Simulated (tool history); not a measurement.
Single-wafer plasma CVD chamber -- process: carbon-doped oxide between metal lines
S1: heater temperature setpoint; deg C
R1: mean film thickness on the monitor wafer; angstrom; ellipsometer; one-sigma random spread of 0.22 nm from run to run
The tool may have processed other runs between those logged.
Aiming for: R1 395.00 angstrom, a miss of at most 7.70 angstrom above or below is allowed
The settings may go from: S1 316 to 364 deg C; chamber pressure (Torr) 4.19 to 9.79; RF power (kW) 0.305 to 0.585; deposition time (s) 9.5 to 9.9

run 1 hour=0.0 | S1=340 chamber_pressure_(Torr)=6.99 RF_power_(kW)=0.445 deposition_time_(s)=9.9 | R1=473.47
run 2 hour=1.0 | S1=344 chamber_pressure_(Torr)=6.80 RF_power_(kW)=0.415 deposition_time_(s)=9.9 | R1=437.44
run 3 hour=5.4 | S1=349 chamber_pressure_(Torr)=6.57 RF_power_(kW)=0.410 deposition_time_(s)=9.9 | R1=421.81
run 4 hour=11.2 | S1=352 chamber_pressure_(Torr)=6.42 RF_power_(kW)=0.410 deposition_time_(s)=9.9 | R1=417.21
run 5 hour=18.4 | S1=352 chamber_pressure_(Torr)=5.78 RF_power_(kW)=0.410 deposition_time_(s)=9.9 | R1=407.74
run 6 hour=23.3 | S1=352 chamber_pressure_(Torr)=5.78 RF_power_(kW)=0.450 deposition_time_(s)=9.9 | R1=449.10
run 7 hour=28.6 | S1=354 chamber_pressure_(Torr)=5.51 RF_power_(kW)=0.435 deposition_time_(s)=9.9 | R1=426.78
run 8 hour=34.1 | S1=356 chamber_pressure_(Torr)=5.24 RF_power_(kW)=0.430 deposition_time_(s)=9.9 | R1=413.74
run 9 hour=34.9 | S1=358 chamber_pressure_(Torr)=5.05 RF_power_(kW)=0.430 deposition_time_(s)=9.9 | R1=409.17
run 10 hour=42.3 | S1=359 chamber_pressure_(Torr)=4.92 RF_power_(kW)=0.430 deposition_time_(s)=9.9 | R1=404.24

Which one of the following 5 next-run settings gets every result inside its allowed miss? There is exactly one.
run A hour=49.7 | S1=358 chamber_pressure_(Torr)=4.19 RF_power_(kW)=0.480 deposition_time_(s)=9.5 | R1=?
run B hour=49.7 | S1=361 chamber_pressure_(Torr)=5.57 RF_power_(kW)=0.450 deposition_time_(s)=9.6 | R1=?
run C hour=49.7 | S1=364 chamber_pressure_(Torr)=4.37 RF_power_(kW)=0.460 deposition_time_(s)=9.5 | R1=?
run D hour=49.7 | S1=358 chamber_pressure_(Torr)=5.50 RF_power_(kW)=0.435 deposition_time_(s)=9.7 | R1=?
run E hour=49.7 | S1=348 chamber_pressure_(Torr)=5.24 RF_power_(kW)=0.385 deposition_time_(s)=9.9 | R1=?

move=A R1=417.70
move=B R1=421.35
move=C R1=398.80
move=D R1=414.01
move=E R1=380.44
A: lands further from the targets than the last run did
B: lands further from the targets than the last run did
C: each result inside its tolerance
D: lands further from the targets than the last run did
E: carries the result that was furthest off beyond its target, to the other side
Correct choice: C, which meets every target

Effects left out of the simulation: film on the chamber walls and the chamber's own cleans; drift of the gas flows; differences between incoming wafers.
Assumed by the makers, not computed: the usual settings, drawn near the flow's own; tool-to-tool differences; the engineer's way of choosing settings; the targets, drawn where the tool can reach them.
